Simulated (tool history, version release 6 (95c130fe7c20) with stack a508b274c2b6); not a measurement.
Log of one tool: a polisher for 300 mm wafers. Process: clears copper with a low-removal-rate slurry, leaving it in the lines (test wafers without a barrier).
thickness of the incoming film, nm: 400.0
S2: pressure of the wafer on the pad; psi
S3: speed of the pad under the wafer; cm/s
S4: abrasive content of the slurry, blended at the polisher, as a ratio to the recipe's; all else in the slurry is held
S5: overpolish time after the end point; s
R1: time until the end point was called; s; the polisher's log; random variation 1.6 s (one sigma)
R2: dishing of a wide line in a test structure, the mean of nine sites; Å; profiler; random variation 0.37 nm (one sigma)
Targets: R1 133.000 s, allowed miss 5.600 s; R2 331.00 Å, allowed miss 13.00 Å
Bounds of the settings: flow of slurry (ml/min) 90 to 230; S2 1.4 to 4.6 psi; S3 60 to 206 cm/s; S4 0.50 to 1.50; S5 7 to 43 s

run 1 day=0.000 | flow_of_slurry_(ml/min)=150 S2=3.0 S3=132 S4=1.00 S5=22 | R1=92.864 R2=585.67
run 2 day=0.167 | flow_of_slurry_(ml/min)=180 S2=3.0 S3=132 S4=1.00 S5=22 | R1=90.425 R2=602.75
run 3 day=0.542 | flow_of_slurry_(ml/min)=150 S2=3.0 S3=132 S4=1.00 S5=22 | R1=93.579 R2=600.77
run 4 day=0.850 | flow_of_slurry_(ml/min)=150 S2=2.9 S3=132 S4=1.00 S5=21 | R1=95.532 R2=556.31
run 5 day=1.067 | flow_of_slurry_(ml/min)=150 S2=2.8 S3=132 S4=1.00 S5=20 | R1=97.537 R2=521.14
run 6 day=1.258 | flow_of_slurry_(ml/min)=150 S2=2.8 S3=132 S4=1.20 S5=20 | R1=95.041 R2=549.80
run 7 day=1.304 | flow_of_slurry_(ml/min)=150 S2=2.7 S3=132 S4=1.20 S5=19 | R1=96.386 R2=498.62
run 8 day=1.408 | flow_of_slurry_(ml/min)=150 S2=2.6 S3=132 S4=1.20 S5=19 | R1=98.601 R2=486.28
run 9 day=1.538 | flow_of_slurry_(ml/min)=150 S2=2.5 S3=132 S4=1.20 S5=19 | R1=105.340 R2=475.75
run 10 day=1.662 | flow_of_slurry_(ml/min)=150 S2=2.4 S3=132 S4=1.20 S5=19 | R1=108.350 R2=453.19
run 11 day=1.833 | flow_of_slurry_(ml/min)=150 S2=1.6 S3=132 S4=1.20 S5=15 | R1=157.670 R2=260.97
run 12 day=2.092 | flow_of_slurry_(ml/min)=150 S2=1.8 S3=132 S4=1.20 S5=16 | R1=144.960 R2=303.19

Which of these 4 next moves meets every target?
run A day=2.350 | flow_of_slurry_(ml/min)=125 S2=2.2 S3=118 S4=1.30 S5=16 | R1=? R2=?
run B day=2.350 | flow_of_slurry_(ml/min)=140 S2=1.6 S3=136 S4=1.00 S5=20 | R1=? R2=?
run C day=2.350 | flow_of_slurry_(ml/min)=125 S2=1.6 S3=130 S4=1.25 S5=21 | R1=? R2=?
run D day=2.350 | flow_of_slurry_(ml/min)=185 S2=2.1 S3=98 S4=1.10 S5=16 | R1=? R2=?

move=A R1=134.610 R2=329.57
move=B R1=167.670 R2=325.48
move=C R1=167.730 R2=339.18
move=D R1=167.090 R2=271.87
A: meets every target
B: brings the result that was furthest off to its target, and leaves another outside
C: brings the result that was furthest off to its target, and leaves another outside
D: further off than the last run
Answer: A
